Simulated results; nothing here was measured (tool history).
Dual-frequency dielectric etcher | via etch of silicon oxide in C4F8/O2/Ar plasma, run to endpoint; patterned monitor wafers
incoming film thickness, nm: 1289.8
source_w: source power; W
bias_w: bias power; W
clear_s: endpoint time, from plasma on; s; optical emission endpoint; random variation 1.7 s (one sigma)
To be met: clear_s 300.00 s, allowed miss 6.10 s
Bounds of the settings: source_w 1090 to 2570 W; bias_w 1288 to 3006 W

{"run": 1, "hour": 0.0, "source_w": 1830, "bias_w": 2147, "clear_s": 260.06}
{"run": 2, "hour": 0.7, "source_w": 1620, "bias_w": 2147, "clear_s": 268.59}
{"run": 3, "hour": 9.7, "source_w": 1570, "bias_w": 2119, "clear_s": 273.0}
{"run": 4, "hour": 16.0, "source_w": 1530, "bias_w": 2102, "clear_s": 276.25}
{"run": 5, "hour": 20.1, "source_w": 1530, "bias_w": 2306, "clear_s": 265.18}
{"run": 6, "hour": 28.4, "source_w": 1490, "bias_w": 2273, "clear_s": 270.12}
{"run": 7, "hour": 30.9, "source_w": 1120, "bias_w": 2103, "clear_s": 309.03}
{"run": 8, "hour": 34.4, "source_w": 1130, "bias_w": 2105, "clear_s": 308.5}

5 next moves are on the table. One of them brings every result within its allowed miss. Which?
{"run": "A", "hour": 37.9, "source_w": 1540, "bias_w": 2034, "clear_s": "?"}
{"run": "B", "hour": 37.9, "source_w": 1110, "bias_w": 2250, "clear_s": "?"}
{"run": "C", "hour": 37.9, "source_w": 1090, "bias_w": 2081, "clear_s": "?"}
{"run": "D", "hour": 37.9, "source_w": 1090, "bias_w": 2044, "clear_s": "?"}
{"run": "E", "hour": 37.9, "source_w": 1310, "bias_w": 1734, "clear_s": "?"}

move=A clear_s=279.63
move=B clear_s=299.63
move=C clear_s=311.48
move=D clear_s=313.86
move=E clear_s=316.34
A: takes the result that was furthest off past its target
B: meets every target
C: further off than the last run
D: further off than the last run
E: further off than the last run
The right move is B.

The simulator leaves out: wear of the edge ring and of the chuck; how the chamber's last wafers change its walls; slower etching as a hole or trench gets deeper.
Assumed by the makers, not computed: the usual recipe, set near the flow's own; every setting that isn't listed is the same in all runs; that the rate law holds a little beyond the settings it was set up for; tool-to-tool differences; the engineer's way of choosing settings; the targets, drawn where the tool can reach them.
